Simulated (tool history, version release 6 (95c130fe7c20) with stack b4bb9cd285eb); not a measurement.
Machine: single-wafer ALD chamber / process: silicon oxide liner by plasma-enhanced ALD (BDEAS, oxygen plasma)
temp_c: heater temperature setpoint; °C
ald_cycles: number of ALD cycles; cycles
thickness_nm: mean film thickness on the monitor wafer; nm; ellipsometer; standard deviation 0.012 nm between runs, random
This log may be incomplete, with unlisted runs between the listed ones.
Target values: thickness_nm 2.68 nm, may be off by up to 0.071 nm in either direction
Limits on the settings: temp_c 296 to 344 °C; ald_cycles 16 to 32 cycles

run  hour  temp_c  ald_cycles  thickness_nm
  1     0     320          24        2.1892
  2   3.8     319          26        2.3921
  3   5.1     319          27        2.4863
  4    14     319          28        2.5553
  5  22.8     324          28         2.564
  6  26.8     324          25        2.2688
  7  33.8     323          26        2.3724
  8  36.3     323          27        2.4614
  9    40     323          28        2.5599

Consider the 4 candidate settings below. Which is the only one whose results all fall within their allowed miss of target?
  A  43.7     319          29             ?
  B  43.7     326          27             ?
  C  43.7     322          27             ?
  D  43.7     317          28             ?

move  thickness_nm
   A        2.6472
   B        2.4425
   C        2.4552
   D        2.5625
A: each result inside its tolerance
B: misses by more than the last run did
C: misses by more than the last run did
D: about the same distance from the targets as the last run
The right move is A.

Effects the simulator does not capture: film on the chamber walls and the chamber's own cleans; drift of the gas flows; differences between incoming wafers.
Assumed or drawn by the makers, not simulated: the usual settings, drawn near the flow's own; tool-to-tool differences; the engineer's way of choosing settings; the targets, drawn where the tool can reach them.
